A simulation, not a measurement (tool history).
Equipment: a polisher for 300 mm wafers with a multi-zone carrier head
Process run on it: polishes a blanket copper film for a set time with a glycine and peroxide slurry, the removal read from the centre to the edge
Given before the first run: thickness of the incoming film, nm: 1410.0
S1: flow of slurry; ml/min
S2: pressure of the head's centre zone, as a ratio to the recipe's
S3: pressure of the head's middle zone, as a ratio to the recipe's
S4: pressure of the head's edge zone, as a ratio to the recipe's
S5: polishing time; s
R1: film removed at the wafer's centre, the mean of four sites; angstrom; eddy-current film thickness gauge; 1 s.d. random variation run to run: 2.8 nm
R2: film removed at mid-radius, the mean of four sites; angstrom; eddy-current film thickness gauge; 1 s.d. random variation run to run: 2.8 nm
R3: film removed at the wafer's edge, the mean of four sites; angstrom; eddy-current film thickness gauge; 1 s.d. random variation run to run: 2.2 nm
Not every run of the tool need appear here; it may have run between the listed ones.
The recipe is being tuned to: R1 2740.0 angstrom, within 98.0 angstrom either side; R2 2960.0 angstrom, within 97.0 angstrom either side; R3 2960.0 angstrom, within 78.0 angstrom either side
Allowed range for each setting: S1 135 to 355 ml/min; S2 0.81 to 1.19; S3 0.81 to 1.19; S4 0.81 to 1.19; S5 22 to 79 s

run  hour   S1    S2    S3    S4  S5      R1      R2      R3
  1   0.0  225  1.00  1.00  1.00  50  2476.6  2485.2  2575.2
  2   6.9  225  0.94  1.00  1.00  50  2314.3  2462.1  2570.1
  3   8.7  230  0.95  1.01  1.02  50  2334.8  2478.2  2583.3
  4  17.0  235  0.96  1.02  1.03  50  2408.2  2530.1  2612.1
  5  18.7  240  0.96  1.03  1.04  50  2375.9  2527.7  2623.0
  6  25.3  240  0.96  1.06  1.04  50  2410.2  2596.4  2637.0
     28.2  -- edge zone pressure recalibrated
  7  28.2  245  0.96  1.07  1.05  50  2399.5  2636.5  2483.2
  8  33.9  245  0.96  1.07  1.06  51  2462.8  2716.9  2548.2
  9  38.5  245  0.96  1.07  1.06  51  2472.5  2693.9  2553.4
 10  41.9  245  0.96  1.06  1.06  52  2499.2  2680.9  2642.8
 11  45.0  245  0.96  1.06  1.06  53  2541.9  2768.4  2649.7

Consider the 5 candidate settings below. Which is the only one whose results all fall within their allowed miss of target?
  A  48.1  300  1.11  1.14  1.09  46   ?   ?   ?
  B  48.1  250  0.94  1.02  1.07  58   ?   ?   ?
  C  48.1  250  0.86  0.85  1.01  64   ?   ?   ?
  D  48.1  290  0.87  1.13  1.00  50   ?   ?   ?
  E  48.1  220  1.07  1.10  1.02  47   ?   ?   ?

move      R1      R2      R3
   A  2597.3  2644.1  2367.0
   B  2709.6  2977.4  2919.2
   C  2730.1  2823.2  3138.1
   D  2200.3  2846.9  2459.9
   E  2460.6  2532.1  2281.3
A: further off than the last run
B: every result lands within tolerance
C: moves the result that the last run missed by most past its target, out the other side
D: further off than the last run
E: further off than the last run
Go with B: it meets all targets.
